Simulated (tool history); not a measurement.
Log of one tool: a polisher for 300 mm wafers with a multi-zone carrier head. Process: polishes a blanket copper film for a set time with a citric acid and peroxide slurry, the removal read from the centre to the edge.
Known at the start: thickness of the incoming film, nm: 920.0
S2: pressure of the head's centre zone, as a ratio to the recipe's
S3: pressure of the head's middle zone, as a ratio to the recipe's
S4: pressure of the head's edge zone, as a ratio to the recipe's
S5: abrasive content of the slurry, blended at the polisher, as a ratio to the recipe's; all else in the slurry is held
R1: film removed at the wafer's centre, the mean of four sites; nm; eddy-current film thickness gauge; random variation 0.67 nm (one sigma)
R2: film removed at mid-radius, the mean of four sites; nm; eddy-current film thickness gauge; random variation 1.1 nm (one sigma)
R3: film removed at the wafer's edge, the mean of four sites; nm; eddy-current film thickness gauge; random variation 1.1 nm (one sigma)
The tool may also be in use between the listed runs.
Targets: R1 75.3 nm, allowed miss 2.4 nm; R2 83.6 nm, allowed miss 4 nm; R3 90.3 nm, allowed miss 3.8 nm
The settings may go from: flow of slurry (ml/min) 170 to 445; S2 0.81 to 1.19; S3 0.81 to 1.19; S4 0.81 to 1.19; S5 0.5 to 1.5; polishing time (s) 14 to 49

run 1 hour=0 | flow_of_slurry_(ml/min)=285 S2=1 S3=1 S4=1 S5=1 polishing_time_(s)=31 | R1=99.948 R2=101.76 R3=101.39
run 2 hour=7.1 | flow_of_slurry_(ml/min)=285 S2=1 S3=1 S4=1 S5=1.15 polishing_time_(s)=31 | R1=100.92 R2=100.93 R3=105.48
run 3 hour=14.9 | flow_of_slurry_(ml/min)=280 S2=0.95 S3=0.97 S4=0.99 S5=1.1 polishing_time_(s)=30 | R1=91.481 R2=93.941 R3=100.98
run 4 hour=23.5 | flow_of_slurry_(ml/min)=275 S2=0.92 S3=0.95 S4=0.97 S5=1 polishing_time_(s)=30 | R1=86.392 R2=93.045 R3=97.764
run 5 hour=31 | flow_of_slurry_(ml/min)=270 S2=0.9 S3=0.93 S4=0.96 S5=0.95 polishing_time_(s)=30 | R1=84.895 R2=88.897 R3=97.742
run 6 hour=33.7 | flow_of_slurry_(ml/min)=300 S2=0.9 S3=0.93 S4=0.96 S5=0.95 polishing_time_(s)=30 | R1=87.048 R2=91.441 R3=95.902
run 7 hour=40.3 | flow_of_slurry_(ml/min)=280 S2=0.88 S3=0.92 S4=0.95 S5=0.9 polishing_time_(s)=30 | R1=82.37 R2=89.745 R3=97.403
run 8 hour=42.4 | flow_of_slurry_(ml/min)=275 S2=0.88 S3=0.91 S4=0.94 S5=0.85 polishing_time_(s)=30 | R1=81.377 R2=84.762 R3=94.366

4 next moves are on the table. One of them brings every result within its allowed miss. Which?
run A hour=44.5 | flow_of_slurry_(ml/min)=340 S2=0.99 S3=0.91 S4=1.02 S5=0.95 polishing_time_(s)=28 | R1=? R2=? R3=?
run B hour=44.5 | flow_of_slurry_(ml/min)=365 S2=0.81 S3=0.84 S4=0.82 S5=0.65 polishing_time_(s)=31 | R1=? R2=? R3=?
run C hour=44.5 | flow_of_slurry_(ml/min)=345 S2=0.96 S3=0.93 S4=1.01 S5=1 polishing_time_(s)=27 | R1=? R2=? R3=?
run D hour=44.5 | flow_of_slurry_(ml/min)=185 S2=0.85 S3=0.83 S4=0.86 S5=0.6 polishing_time_(s)=34 | R1=? R2=? R3=?

move=A R1=88.712 R2=85.404 R3=92.325
move=B R1=75.839 R2=84.344 R3=87.298
move=C R1=83.799 R2=84.575 R3=89.46
move=D R1=79.549 R2=84.207 R3=91.451
A: further off than the last run
B: meets every target
C: further off than the last run
D: nearer than the last run, and not there yet
Move B is the one to make.

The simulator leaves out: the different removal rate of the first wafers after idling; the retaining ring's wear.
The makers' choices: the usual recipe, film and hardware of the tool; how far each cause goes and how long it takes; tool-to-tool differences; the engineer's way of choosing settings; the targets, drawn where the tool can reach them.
